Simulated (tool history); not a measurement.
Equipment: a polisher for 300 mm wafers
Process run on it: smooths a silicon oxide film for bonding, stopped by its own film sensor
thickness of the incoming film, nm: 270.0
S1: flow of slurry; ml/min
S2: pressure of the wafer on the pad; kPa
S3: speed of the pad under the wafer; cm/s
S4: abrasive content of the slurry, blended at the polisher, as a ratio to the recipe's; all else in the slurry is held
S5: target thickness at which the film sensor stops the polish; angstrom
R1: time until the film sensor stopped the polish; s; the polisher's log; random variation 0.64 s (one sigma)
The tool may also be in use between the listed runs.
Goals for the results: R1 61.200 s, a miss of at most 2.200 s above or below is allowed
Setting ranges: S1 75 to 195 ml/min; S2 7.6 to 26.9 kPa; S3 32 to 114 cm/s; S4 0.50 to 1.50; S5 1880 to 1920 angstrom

Run 1, hour 0.0: S1 125 ml/min, S2 17.2 kPa, S3 72 cm/s, S4 1.00, S5 1920 angstrom. Result: R1 100.410 s.
Run 2, hour 0.8: S1 100 ml/min, S2 17.2 kPa, S3 72 cm/s, S4 1.00, S5 1920 angstrom. Result: R1 106.610 s.
Run 3, hour 5.1: S1 115 ml/min, S2 18.6 kPa, S3 72 cm/s, S4 1.00, S5 1920 angstrom. Result: R1 96.597 s.
Run 4, hour 7.0: S1 125 ml/min, S2 20.0 kPa, S3 72 cm/s, S4 1.00, S5 1920 angstrom. Result: R1 87.351 s.
Run 5, hour 8.0: S1 125 ml/min, S2 20.0 kPa, S3 72 cm/s, S4 0.90, S5 1920 angstrom. Result: R1 94.709 s.
Run 6, hour 11.6: S1 135 ml/min, S2 21.4 kPa, S3 72 cm/s, S4 0.90, S5 1920 angstrom. Result: R1 87.501 s.
Run 7, hour 12.3: S1 140 ml/min, S2 22.8 kPa, S3 74 cm/s, S4 0.90, S5 1920 angstrom. Result: R1 81.319 s.
Run 8, hour 19.1: S1 140 ml/min, S2 23.4 kPa, S3 76 cm/s, S4 0.90, S5 1920 angstrom. Result: R1 75.875 s.
Run 9, hour 23.6: S1 140 ml/min, S2 24.1 kPa, S3 76 cm/s, S4 0.90, S5 1920 angstrom. Result: R1 75.186 s.
Run 10, hour 27.1: S1 145 ml/min, S2 24.8 kPa, S3 78 cm/s, S4 0.90, S5 1920 angstrom. Result: R1 70.898 s.
Run 11, hour 29.4: S1 145 ml/min, S2 25.5 kPa, S3 80 cm/s, S4 0.90, S5 1920 angstrom. Result: R1 66.842 s.
Run 12, hour 35.8: S1 145 ml/min, S2 25.5 kPa, S3 80 cm/s, S4 0.90, S5 1920 angstrom. Result: R1 66.681 s.
Run 13, hour 39.8: S1 150 ml/min, S2 26.2 kPa, S3 82 cm/s, S4 0.90, S5 1920 angstrom. Result: R1 64.744 s.

5 next moves are on the table. One of them brings every result within its allowed miss. Which?
Run A, hour 43.8: S1 145 ml/min, S2 24.8 kPa, S3 76 cm/s, S4 0.95, S5 1920 angstrom. Result: R1 ?.
Run B, hour 43.8: S1 160 ml/min, S2 24.8 kPa, S3 98 cm/s, S4 1.05, S5 1900 angstrom. Result: R1 ?.
Run C, hour 43.8: S1 165 ml/min, S2 26.2 kPa, S3 94 cm/s, S4 0.90, S5 1920 angstrom. Result: R1 ?.
Run D, hour 43.8: S1 160 ml/min, S2 26.2 kPa, S3 78 cm/s, S4 1.05, S5 1900 angstrom. Result: R1 ?.
Run E, hour 43.8: S1 135 ml/min, S2 26.2 kPa, S3 82 cm/s, S4 0.85, S5 1910 angstrom. Result: R1 ?.

move      R1
   A  68.481
   B  54.658
   C  57.150
   D  60.423
   E  68.648
A: its largest miss is bigger than the last run's
B: the result that was furthest off in the last run now lies on the other side of its target
C: the result that was furthest off in the last run now lies on the other side of its target
D: all results land within tolerance of their targets
E: its largest miss is bigger than the last run's
So the answer is move D, the one that meets all the targets.

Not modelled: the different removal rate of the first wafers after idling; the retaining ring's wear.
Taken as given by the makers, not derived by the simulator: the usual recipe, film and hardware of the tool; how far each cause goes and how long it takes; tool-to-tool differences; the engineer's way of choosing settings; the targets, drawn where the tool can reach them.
